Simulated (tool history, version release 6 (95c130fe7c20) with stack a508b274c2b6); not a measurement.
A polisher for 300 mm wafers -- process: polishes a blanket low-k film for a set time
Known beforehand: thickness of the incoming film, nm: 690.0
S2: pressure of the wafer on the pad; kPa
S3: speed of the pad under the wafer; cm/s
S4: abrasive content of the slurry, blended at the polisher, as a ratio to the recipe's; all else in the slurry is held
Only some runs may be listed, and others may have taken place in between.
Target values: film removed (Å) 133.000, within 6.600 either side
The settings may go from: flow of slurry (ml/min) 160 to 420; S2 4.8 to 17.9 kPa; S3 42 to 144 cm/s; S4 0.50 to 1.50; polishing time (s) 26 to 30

run 1 hour=0.0 | flow_of_slurry_(ml/min)=270 S2=11.0 S3=92 S4=1.00 polishing_time_(s)=30 | film_removed_(Å)=104.710
run 2 hour=2.3 | flow_of_slurry_(ml/min)=270 S2=11.0 S3=92 S4=0.85 polishing_time_(s)=30 | film_removed_(Å)=100.710
run 3 hour=3.2 | flow_of_slurry_(ml/min)=270 S2=12.4 S3=94 S4=0.85 polishing_time_(s)=30 | film_removed_(Å)=112.720
run 4 hour=11.4 | flow_of_slurry_(ml/min)=270 S2=12.4 S3=72 S4=0.85 polishing_time_(s)=30 | film_removed_(Å)=90.717
run 5 hour=20.0 | flow_of_slurry_(ml/min)=270 S2=13.1 S3=72 S4=0.85 polishing_time_(s)=30 | film_removed_(Å)=96.744
run 6 hour=25.7 | flow_of_slurry_(ml/min)=270 S2=13.8 S3=72 S4=0.85 polishing_time_(s)=30 | film_removed_(Å)=100.960
run 7 hour=33.5 | flow_of_slurry_(ml/min)=270 S2=14.5 S3=72 S4=0.85 polishing_time_(s)=30 | film_removed_(Å)=108.340
run 8 hour=42.4 | flow_of_slurry_(ml/min)=270 S2=15.9 S3=74 S4=0.85 polishing_time_(s)=30 | film_removed_(Å)=118.170
run 9 hour=46.7 | flow_of_slurry_(ml/min)=270 S2=16.5 S3=74 S4=0.85 polishing_time_(s)=30 | film_removed_(Å)=121.430
run 10 hour=49.8 | flow_of_slurry_(ml/min)=270 S2=16.5 S3=74 S4=0.85 polishing_time_(s)=30 | film_removed_(Å)=124.210
run 11 hour=57.2 | flow_of_slurry_(ml/min)=270 S2=16.5 S3=74 S4=0.85 polishing_time_(s)=30 | film_removed_(Å)=123.710

Exactly one of the 4 candidate moves below puts every result within its allowed miss. Which one?
run A hour=64.6 | flow_of_slurry_(ml/min)=360 S2=16.5 S3=74 S4=0.70 polishing_time_(s)=29 | film_removed_(Å)=?
run B hour=64.6 | flow_of_slurry_(ml/min)=275 S2=17.2 S3=64 S4=1.00 polishing_time_(s)=30 | film_removed_(Å)=?
run C hour=64.6 | flow_of_slurry_(ml/min)=290 S2=17.2 S3=68 S4=0.90 polishing_time_(s)=26 | film_removed_(Å)=?
run D hour=64.6 | flow_of_slurry_(ml/min)=265 S2=17.2 S3=74 S4=0.90 polishing_time_(s)=30 | film_removed_(Å)=?

move=A film_removed_(Å)=115.000
move=B film_removed_(Å)=124.200
move=C film_removed_(Å)=109.020
move=D film_removed_(Å)=133.330
A: misses by more than the last run did
B: an improvement on the last run, though not all results are within tolerance
C: misses by more than the last run did
D: all results land within tolerance of their targets
D meets every target.

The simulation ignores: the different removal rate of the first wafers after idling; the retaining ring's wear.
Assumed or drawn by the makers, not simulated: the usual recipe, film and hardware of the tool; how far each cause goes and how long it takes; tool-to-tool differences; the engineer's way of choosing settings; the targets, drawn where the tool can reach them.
